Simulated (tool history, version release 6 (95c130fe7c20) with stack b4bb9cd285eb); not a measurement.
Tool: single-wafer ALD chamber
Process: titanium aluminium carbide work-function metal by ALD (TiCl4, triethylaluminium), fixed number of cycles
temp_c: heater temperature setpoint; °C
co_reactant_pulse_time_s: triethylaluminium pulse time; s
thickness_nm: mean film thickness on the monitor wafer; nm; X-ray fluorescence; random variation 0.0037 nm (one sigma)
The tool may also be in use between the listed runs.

run,day,temp_c,co_reactant_pulse_time_s,thickness_nm
1,0,285,11.29,1.7939
2,0.3,292,11.29,1.8426
3,0.338,292,13.23,1.8677
4,0.696,299,13.23,1.9122
5,0.912,294,12.1,1.8604
6,1.154,304,12.1,1.9444
7,1.304,299,11.11,1.8867

For run 8, what comes out?
8,1.496,294,10.24,?

Run 8 gave thickness_nm 1.8426 nm.

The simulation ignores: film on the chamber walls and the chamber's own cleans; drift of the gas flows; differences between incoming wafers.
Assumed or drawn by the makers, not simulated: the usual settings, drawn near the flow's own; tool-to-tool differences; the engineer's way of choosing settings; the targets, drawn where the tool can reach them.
